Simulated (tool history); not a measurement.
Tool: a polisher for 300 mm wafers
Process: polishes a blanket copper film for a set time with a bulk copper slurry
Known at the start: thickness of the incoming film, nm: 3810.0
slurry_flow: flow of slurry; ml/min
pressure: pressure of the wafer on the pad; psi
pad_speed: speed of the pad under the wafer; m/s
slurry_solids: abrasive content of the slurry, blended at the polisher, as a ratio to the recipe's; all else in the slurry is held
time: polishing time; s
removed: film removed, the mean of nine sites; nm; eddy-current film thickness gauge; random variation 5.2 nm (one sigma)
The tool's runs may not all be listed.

Run 1, hour 0: slurry_flow 280 ml/min, pressure 3.1 psi, pad_speed 0.92 m/s, slurry_solids 1, time 32 s. Result: removed 360.63 nm.
Run 2, hour 2.5: slurry_flow 280 ml/min, pressure 3.1 psi, pad_speed 0.78 m/s, slurry_solids 1, time 32 s. Result: removed 318.88 nm.
Run 3, hour 8.5: slurry_flow 280 ml/min, pressure 3.1 psi, pad_speed 0.78 m/s, slurry_solids 1, time 28 s. Result: removed 267.34 nm.
Run 4, hour 10.9: slurry_flow 280 ml/min, pressure 3.1 psi, pad_speed 0.78 m/s, slurry_solids 1, time 28 s. Result: removed 274.31 nm.
Run 5, hour 12.3: slurry_flow 280 ml/min, pressure 3.5 psi, pad_speed 0.78 m/s, slurry_solids 1, time 28 s. Result: removed 300.6 nm.
Run 6, hour 15.1: slurry_flow 280 ml/min, pressure 3.8 psi, pad_speed 0.82 m/s, slurry_solids 1, time 28 s. Result: removed 339.42 nm.
Run 7, hour 23.5: slurry_flow 280 ml/min, pressure 4.1 psi, pad_speed 0.84 m/s, slurry_solids 1, time 28 s. Result: removed 360.22 nm.

Run 8 comes next. What will it give?
Run 8, hour 31.2: slurry_flow 280 ml/min, pressure 4.3 psi, pad_speed 0.86 m/s, slurry_solids 1, time 28 s. Result: removed ?.

removed: 391.37 nm
